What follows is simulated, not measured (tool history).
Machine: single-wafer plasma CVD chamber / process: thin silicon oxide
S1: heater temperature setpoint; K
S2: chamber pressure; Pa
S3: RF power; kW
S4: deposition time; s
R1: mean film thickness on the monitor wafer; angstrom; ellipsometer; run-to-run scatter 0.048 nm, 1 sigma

| run | day | S1 | S2 | S3 | S4 | R1 |
|---|---|---|---|---|---|---|
| 1 | 0.000 | 658.15 | 120.1 | 0.270 | 7.12 | 128.62 |
| 2 | 0.346 | 658.15 | 125.7 | 0.270 | 7.12 | 131.97 |
| 3 | 0.604 | 658.15 | 125.7 | 0.290 | 7.12 | 135.67 |
| 4 | 0.979 | 658.15 | 125.7 | 0.320 | 7.12 | 141.96 |
| 5 | 1.221 | 662.15 | 125.7 | 0.320 | 7.12 | 141.24 |
| 6 | 1.500 | 662.15 | 128.4 | 0.320 | 7.12 | 142.61 |
| 7 | 1.650 | 661.15 | 130.7 | 0.320 | 7.12 | 145.42 |
| 8 | 1.754 | 661.15 | 132.3 | 0.320 | 7.12 | 146.34 |

Estimate the outcome of run 9 from the log above:
| 9 | 2.096 | 661.15 | 133.7 | 0.320 | 7.12 | ? |

{"run 9": {"R1": 147.08}}

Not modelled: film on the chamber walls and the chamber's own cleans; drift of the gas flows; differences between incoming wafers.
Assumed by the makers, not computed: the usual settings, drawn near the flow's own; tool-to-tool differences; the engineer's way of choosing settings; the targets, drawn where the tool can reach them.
